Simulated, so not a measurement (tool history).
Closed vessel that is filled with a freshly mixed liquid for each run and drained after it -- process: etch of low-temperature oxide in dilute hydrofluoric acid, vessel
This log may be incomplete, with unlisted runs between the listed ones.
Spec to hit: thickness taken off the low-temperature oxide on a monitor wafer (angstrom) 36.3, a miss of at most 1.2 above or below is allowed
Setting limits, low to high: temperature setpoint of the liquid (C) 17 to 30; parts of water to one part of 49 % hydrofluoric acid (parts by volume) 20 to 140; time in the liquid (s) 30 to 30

| run | day | temperature setpoint of the liquid (C) | parts of water to one part of 49 % hydrofluoric acid (parts by volume) | time in the liquid (s) | thickness taken off the low-temperature oxide on a monitor wafer (angstrom) |
|---|---|---|---|---|---|
| 1 | 0 | 22 | 75 | 30 | 44.954 |
| 2 | 0.117 | 20.5 | 75 | 30 | 42.594 |
| 3 | 0.179 | 23.5 | 75 | 30 | 47.247 |
| 4 | 0.254 | 23.5 | 75 | 30 | 47.7 |
| 5 | 0.308 | 23.5 | 75 | 30 | 47.476 |
| 6 | 0.579 | 23.5 | 75 | 30 | 47.187 |
| 7 | 0.817 | 21.5 | 75 | 30 | 43.493 |
| 8 | 0.95 | 20 | 75 | 30 | 41.448 |
| 9 | 1.183 | 17 | 80 | 30 | 34.129 |
| 10 | 1.371 | 17 | 80 | 30 | 34.158 |
| 11 | 1.433 | 17.5 | 80 | 30 | 34.289 |

4 candidate next runs follow, results not yet known. Just one meets every target within its allowed miss. Identify it.
| A | 1.496 | 18 | 90 | 30 | ? |
| B | 1.496 | 18.5 | 75 | 30 | ? |
| C | 1.496 | 17 | 80 | 30 | ? |
| D | 1.496 | 17 | 75 | 30 | ? |

| move | thickness taken off the low-temperature oxide on a monitor wafer (angstrom) |
|---|---|
| A | 30.865 |
| B | 38.457 |
| C | 33.643 |
| D | 36.079 |
A: misses by more than the last run did
B: pushes the last run's worst result past its target
C: misses by more than the last run did
D: in spec on every target
Correct choice: D, which meets every target
